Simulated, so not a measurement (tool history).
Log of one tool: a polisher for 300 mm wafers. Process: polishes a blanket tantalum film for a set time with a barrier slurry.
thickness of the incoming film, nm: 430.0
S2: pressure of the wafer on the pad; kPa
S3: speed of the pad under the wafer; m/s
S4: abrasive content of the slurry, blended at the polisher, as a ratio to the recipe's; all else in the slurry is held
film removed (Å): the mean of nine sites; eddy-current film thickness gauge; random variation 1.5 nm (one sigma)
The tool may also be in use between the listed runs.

{"run": 1, "day": 0.0, "flow of slurry (ml/min)": 180, "S2": 9, "S3": 1.14, "S4": 1, "polishing time (s)": 77, "film removed (Å)": 1120.8}
{"run": 2, "day": 0.079, "flow of slurry (ml/min)": 205, "S2": 9, "S3": 1.14, "S4": 1, "polishing time (s)": 77, "film removed (Å)": 1120.1}
{"run": 3, "day": 0.254, "flow of slurry (ml/min)": 205, "S2": 9.7, "S3": 1.14, "S4": 1, "polishing time (s)": 77, "film removed (Å)": 1209}
{"run": 4, "day": 0.329, "flow of slurry (ml/min)": 250, "S2": 9.7, "S3": 1.14, "S4": 1, "polishing time (s)": 77, "film removed (Å)": 1223.6}
{"run": 5, "day": 0.408, "flow of slurry (ml/min)": 250, "S2": 9.7, "S3": 1.14, "S4": 1, "polishing time (s)": 81, "film removed (Å)": 1295.5}
{"run": 6, "day": 0.575, "flow of slurry (ml/min)": 250, "S2": 10.3, "S3": 1.14, "S4": 1, "polishing time (s)": 81, "film removed (Å)": 1382.8}

Run 7 comes next. What will it give?
{"run": 7, "day": 0.704, "flow of slurry (ml/min)": 250, "S2": 11, "S3": 1.14, "S4": 1, "polishing time (s)": 81, "film removed (Å)": "?"}

film removed (Å): 1495.8

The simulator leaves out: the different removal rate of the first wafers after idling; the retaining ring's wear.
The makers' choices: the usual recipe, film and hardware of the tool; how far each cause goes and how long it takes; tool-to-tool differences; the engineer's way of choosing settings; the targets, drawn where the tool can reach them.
